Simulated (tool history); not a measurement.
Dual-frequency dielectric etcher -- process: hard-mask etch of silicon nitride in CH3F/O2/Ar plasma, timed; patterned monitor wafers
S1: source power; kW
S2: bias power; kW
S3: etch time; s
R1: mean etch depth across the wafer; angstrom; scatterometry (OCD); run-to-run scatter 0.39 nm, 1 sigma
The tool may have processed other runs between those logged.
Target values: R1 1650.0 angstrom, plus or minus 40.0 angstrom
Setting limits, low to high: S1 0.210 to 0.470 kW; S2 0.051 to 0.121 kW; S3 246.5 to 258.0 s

| run | hour | S1 | S2 | S3 | R1 |
|---|---|---|---|---|---|
| 1 | 0.0 | 0.340 | 0.086 | 246.5 | 1923.2 |
| 2 | 4.6 | 0.340 | 0.094 | 246.5 | 1972.1 |
| 3 | 6.8 | 0.310 | 0.094 | 246.5 | 1908.0 |
| 4 | 12.5 | 0.310 | 0.087 | 246.5 | 1860.3 |
| 5 | 13.6 | 0.300 | 0.086 | 246.5 | 1825.4 |
| 6 | 16.9 | 0.300 | 0.094 | 246.5 | 1884.2 |
| 7 | 17.8 | 0.290 | 0.092 | 246.5 | 1847.7 |
| 8 | 20.4 | 0.280 | 0.091 | 246.5 | 1821.6 |
| 9 | 25.7 | 0.270 | 0.090 | 246.5 | 1792.4 |
| 10 | 26.9 | 0.260 | 0.089 | 246.5 | 1760.4 |
| 11 | 30.0 | 0.250 | 0.088 | 246.5 | 1726.8 |

5 next moves are on the table. One of them brings every result within its allowed miss. Which?
| A | 33.1 | 0.230 | 0.071 | 246.5 | ? |
| B | 33.1 | 0.260 | 0.091 | 258.0 | ? |
| C | 33.1 | 0.240 | 0.068 | 258.0 | ? |
| D | 33.1 | 0.210 | 0.075 | 252.0 | ? |
| E | 33.1 | 0.210 | 0.079 | 246.5 | ? |

| move | R1 |
|---|---|
| A | 1574.1 |
| B | 1858.6 |
| C | 1650.2 |
| D | 1586.5 |
| E | 1577.4 |
A: takes the result that was furthest off past its target
B: moves away from the targets compared with the last run
C: every result lands within tolerance
D: takes the result that was furthest off past its target
E: takes the result that was furthest off past its target
The right move is C.
